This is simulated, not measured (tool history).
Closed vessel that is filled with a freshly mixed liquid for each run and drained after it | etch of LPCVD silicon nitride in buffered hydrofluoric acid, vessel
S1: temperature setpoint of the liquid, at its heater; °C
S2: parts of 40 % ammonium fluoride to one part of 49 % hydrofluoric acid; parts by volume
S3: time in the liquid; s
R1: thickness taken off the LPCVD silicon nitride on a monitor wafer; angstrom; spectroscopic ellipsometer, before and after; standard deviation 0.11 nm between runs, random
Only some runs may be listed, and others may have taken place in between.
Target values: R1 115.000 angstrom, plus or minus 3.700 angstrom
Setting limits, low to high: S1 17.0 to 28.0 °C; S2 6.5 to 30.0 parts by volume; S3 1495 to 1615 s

run,hour,S1,S2,S3,R1
1,0.0,20.0,18.5,1495,80.735
2,6.9,20.5,18.5,1495,82.885
3,11.1,21.0,18.5,1495,85.715
4,19.1,21.5,18.5,1495,88.342
5,20.6,20.0,18.5,1495,80.499
6,28.7,20.5,18.5,1495,83.505
7,32.3,21.0,18.5,1495,83.797
8,34.5,22.0,18.5,1495,90.367
9,38.6,22.5,18.5,1495,93.306
10,40.4,23.0,18.5,1495,95.719
11,49.7,23.5,18.5,1495,97.837
12,53.3,24.0,18.5,1495,101.750
13,56.7,25.0,18.5,1495,107.590
14,64.1,25.5,18.5,1495,109.040

5 next moves are on the table. One of them brings every result within its allowed miss. Which?
A,71.5,26.0,17.5,1565,?
B,71.5,24.5,15.5,1495,?
C,71.5,24.0,15.5,1545,?
D,71.5,27.0,18.0,1540,?
E,71.5,26.0,18.5,1530,?

move,R1
A,123.900
B,122.950
C,123.640
D,125.150
E,114.680
A: takes the result that was furthest off past its target
B: takes the result that was furthest off past its target
C: takes the result that was furthest off past its target
D: takes the result that was furthest off past its target
E: every result within its allowed miss
Correct choice: E, which meets every target
